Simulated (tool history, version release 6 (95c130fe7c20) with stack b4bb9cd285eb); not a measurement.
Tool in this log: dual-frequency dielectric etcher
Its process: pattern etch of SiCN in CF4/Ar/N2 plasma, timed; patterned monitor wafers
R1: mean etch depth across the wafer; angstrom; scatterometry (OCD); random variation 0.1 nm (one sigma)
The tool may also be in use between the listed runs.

{"run": 1, "day": 0.0, "source power (kW)": 0.35, "bias power (kW)": 0.086, "Ar flow (sccm)": 120, "CF4 flow (sccm)": 66, "etch time (s)": 56, "R1": 405.15}
{"run": 2, "day": 0.279, "source power (kW)": 0.35, "bias power (kW)": 0.086, "Ar flow (sccm)": 134, "CF4 flow (sccm)": 66, "etch time (s)": 56, "R1": 397.46}
{"run": 3, "day": 0.442, "source power (kW)": 0.37, "bias power (kW)": 0.086, "Ar flow (sccm)": 134, "CF4 flow (sccm)": 66, "etch time (s)": 56, "R1": 420.9}
{"run": 4, "day": 0.65, "source power (kW)": 0.38, "bias power (kW)": 0.086, "Ar flow (sccm)": 134, "CF4 flow (sccm)": 66, "etch time (s)": 56, "R1": 434.36}
{"run": 5, "day": 0.929, "source power (kW)": 0.38, "bias power (kW)": 0.101, "Ar flow (sccm)": 134, "CF4 flow (sccm)": 66, "etch time (s)": 56, "R1": 458.55}
{"run": 6, "day": 1.092, "source power (kW)": 0.38, "bias power (kW)": 0.101, "Ar flow (sccm)": 117, "CF4 flow (sccm)": 66, "etch time (s)": 56, "R1": 466.01}
{"run": 7, "day": 1.125, "source power (kW)": 0.39, "bias power (kW)": 0.101, "Ar flow (sccm)": 117, "CF4 flow (sccm)": 66, "etch time (s)": 56, "R1": 477.24}

Expected results for the next run?
{"day": 1.267, "done": "bias power generator calibrated"}
{"run": 8, "day": 1.267, "source power (kW)": 0.4, "bias power (kW)": 0.101, "Ar flow (sccm)": 117, "CF4 flow (sccm)": 66, "etch time (s)": 56, "R1": "?"}

R1: 487.14 angstrom

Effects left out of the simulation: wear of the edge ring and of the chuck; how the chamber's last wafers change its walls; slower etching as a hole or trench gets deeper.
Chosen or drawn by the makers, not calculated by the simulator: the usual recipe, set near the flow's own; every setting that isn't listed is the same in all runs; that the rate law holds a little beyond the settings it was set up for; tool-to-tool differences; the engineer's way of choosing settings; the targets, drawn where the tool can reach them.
